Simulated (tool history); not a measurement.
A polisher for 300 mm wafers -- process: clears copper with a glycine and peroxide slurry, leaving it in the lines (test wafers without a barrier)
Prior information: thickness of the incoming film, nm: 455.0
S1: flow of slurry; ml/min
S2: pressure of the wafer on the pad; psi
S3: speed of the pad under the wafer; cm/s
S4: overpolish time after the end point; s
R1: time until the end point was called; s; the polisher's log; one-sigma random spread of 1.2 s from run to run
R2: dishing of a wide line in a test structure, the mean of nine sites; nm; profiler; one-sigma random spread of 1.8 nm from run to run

run	day	S1	S2	S3	S4	R1	R2
1	0.000	215	2.4	96	27	97.745	78.483
2	0.375	215	2.5	96	26	94.557	77.783
3	0.433	215	2.6	96	26	92.620	81.370
4	0.638	215	2.7	98	25	88.233	82.923
5	1.012	195	2.7	98	25	88.516	80.430
6	1.079	195	2.7	98	19	88.751	66.236
7	1.171	195	2.8	98	19	86.788	66.749
# day 1.221: worn pad replaced by a new one
8	1.221	195	3.4	102	26	66.960	109.330

Run 9 is up next; what results do you expect?
9	1.542	195	3.4	102	25	?	?

R1: 64.672 s
R2: 102.960 nm

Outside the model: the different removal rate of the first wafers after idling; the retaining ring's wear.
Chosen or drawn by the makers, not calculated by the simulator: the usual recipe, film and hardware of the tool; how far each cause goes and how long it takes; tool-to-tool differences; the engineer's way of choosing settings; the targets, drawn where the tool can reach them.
